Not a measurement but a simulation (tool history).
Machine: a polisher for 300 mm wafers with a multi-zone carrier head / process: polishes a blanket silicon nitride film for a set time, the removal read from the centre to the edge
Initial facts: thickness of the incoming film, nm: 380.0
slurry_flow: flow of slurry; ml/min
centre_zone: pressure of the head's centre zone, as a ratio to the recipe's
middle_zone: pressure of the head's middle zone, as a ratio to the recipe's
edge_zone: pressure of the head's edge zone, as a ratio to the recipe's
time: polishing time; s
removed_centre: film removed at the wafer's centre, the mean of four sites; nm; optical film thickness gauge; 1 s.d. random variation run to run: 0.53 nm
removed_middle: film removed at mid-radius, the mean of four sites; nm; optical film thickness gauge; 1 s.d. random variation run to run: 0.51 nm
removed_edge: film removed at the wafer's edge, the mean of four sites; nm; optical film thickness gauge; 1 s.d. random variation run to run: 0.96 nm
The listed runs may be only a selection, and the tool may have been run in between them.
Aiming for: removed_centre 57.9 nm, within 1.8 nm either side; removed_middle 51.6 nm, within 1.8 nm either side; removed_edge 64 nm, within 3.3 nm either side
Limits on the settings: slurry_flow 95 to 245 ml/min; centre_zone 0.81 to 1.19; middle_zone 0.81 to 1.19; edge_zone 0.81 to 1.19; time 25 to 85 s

run 1 day=0 | slurry_flow=155 centre_zone=1 middle_zone=1 edge_zone=1 time=55 | removed_centre=102.3 removed_middle=104.84 removed_edge=110.37
run 2 day=0.183 | slurry_flow=155 centre_zone=1 middle_zone=1 edge_zone=1 time=43 | removed_centre=79.079 removed_middle=80.162 removed_edge=85.086
run 3 day=0.462 | slurry_flow=150 centre_zone=1 middle_zone=0.97 edge_zone=0.99 time=41 | removed_centre=75.368 removed_middle=74.305 removed_edge=83.025
run 4 day=0.592 | slurry_flow=150 centre_zone=1.04 middle_zone=0.97 edge_zone=0.99 time=41 | removed_centre=79.026 removed_middle=73.823 removed_edge=82.099
run 5 day=0.7 | slurry_flow=175 centre_zone=1.04 middle_zone=0.97 edge_zone=0.99 time=41 | removed_centre=81.264 removed_middle=76.787 removed_edge=79.779
run 6 day=0.762 | slurry_flow=175 centre_zone=1.03 middle_zone=0.95 edge_zone=0.99 time=39 | removed_centre=76.319 removed_middle=70.535 removed_edge=77.664
run 7 day=0.975 | slurry_flow=180 centre_zone=1.02 middle_zone=0.93 edge_zone=0.98 time=38 | removed_centre=73.526 removed_middle=68.38 removed_edge=79.432
-- day=1.104 edge zone pressure recalibrated
run 8 day=1.104 | slurry_flow=180 centre_zone=1.02 middle_zone=0.93 edge_zone=0.98 time=36 | removed_centre=70.611 removed_middle=65.051 removed_edge=69.544
run 9 day=1.162 | slurry_flow=175 centre_zone=1.01 middle_zone=0.91 edge_zone=0.97 time=36 | removed_centre=69.919 removed_middle=63.805 removed_edge=70.236
run 10 day=1.496 | slurry_flow=170 centre_zone=1 middle_zone=0.89 edge_zone=0.97 time=36 | removed_centre=67.191 removed_middle=61.854 removed_edge=67.869
run 11 day=1.762 | slurry_flow=165 centre_zone=1 middle_zone=0.88 edge_zone=0.99 time=36 | removed_centre=67.354 removed_middle=61.043 removed_edge=70.706
run 12 day=1.846 | slurry_flow=160 centre_zone=0.99 middle_zone=0.87 edge_zone=0.99 time=36 | removed_centre=66.732 removed_middle=60.309 removed_edge=66.485
run 13 day=1.996 | slurry_flow=160 centre_zone=0.98 middle_zone=0.86 edge_zone=1.02 time=35 | removed_centre=63.608 removed_middle=58.933 removed_edge=67.317
run 14 day=2.338 | slurry_flow=155 centre_zone=0.98 middle_zone=0.85 edge_zone=1.03 time=35 | removed_centre=63.624 removed_middle=57.147 removed_edge=68.783
run 15 day=2.492 | slurry_flow=150 centre_zone=0.98 middle_zone=0.84 edge_zone=1.03 time=35 | removed_centre=62.993 removed_middle=54.836 removed_edge=66.903
run 16 day=2.754 | slurry_flow=145 centre_zone=0.97 middle_zone=0.84 edge_zone=1.03 time=35 | removed_centre=62.106 removed_middle=56.009 removed_edge=67.877
run 17 day=3.067 | slurry_flow=140 centre_zone=0.97 middle_zone=0.84 edge_zone=1.03 time=35 | removed_centre=61.76 removed_middle=55.023 removed_edge=67.127
run 18 day=3.35 | slurry_flow=135 centre_zone=0.97 middle_zone=0.84 edge_zone=1.03 time=35 | removed_centre=62.041 removed_middle=54.828 removed_edge=67.17
run 19 day=3.417 | slurry_flow=135 centre_zone=0.96 middle_zone=0.84 edge_zone=1.03 time=35 | removed_centre=59.572 removed_middle=55.837 removed_edge=66.421
run 20 day=3.762 | slurry_flow=130 centre_zone=0.96 middle_zone=0.84 edge_zone=1.03 time=35 | removed_centre=58.635 removed_middle=53.327 removed_edge=65.288

Exactly one of the 5 candidate moves below puts every result within its allowed miss. Which one?
run A day=4.108 | slurry_flow=110 centre_zone=0.9 middle_zone=0.85 edge_zone=1.05 time=38 | removed_centre=? removed_middle=? removed_edge=?
run B day=4.108 | slurry_flow=125 centre_zone=0.98 middle_zone=0.84 edge_zone=1.06 time=34 | removed_centre=? removed_middle=? removed_edge=?
run C day=4.108 | slurry_flow=155 centre_zone=0.98 middle_zone=0.88 edge_zone=0.9 time=33 | removed_centre=? removed_middle=? removed_edge=?
run D day=4.108 | slurry_flow=155 centre_zone=0.9 middle_zone=0.81 edge_zone=0.91 time=36 | removed_centre=? removed_middle=? removed_edge=?
run E day=4.108 | slurry_flow=115 centre_zone=0.97 middle_zone=0.82 edge_zone=1.02 time=37 | removed_centre=? removed_middle=? removed_edge=?

move=A removed_centre=57.877 removed_middle=56.896 removed_edge=70.465
move=B removed_centre=58.804 removed_middle=52.24 removed_edge=64.94
move=C removed_centre=60.395 removed_middle=55.367 removed_edge=60.481
move=D removed_centre=60.435 removed_middle=56.452 removed_edge=66.367
move=E removed_centre=61.689 removed_middle=54.487 removed_edge=68.309
A: its largest miss is bigger than the last run's
B: in spec on every target
C: its largest miss is bigger than the last run's
D: its largest miss is bigger than the last run's
E: its largest miss is bigger than the last run's
The right move is B.
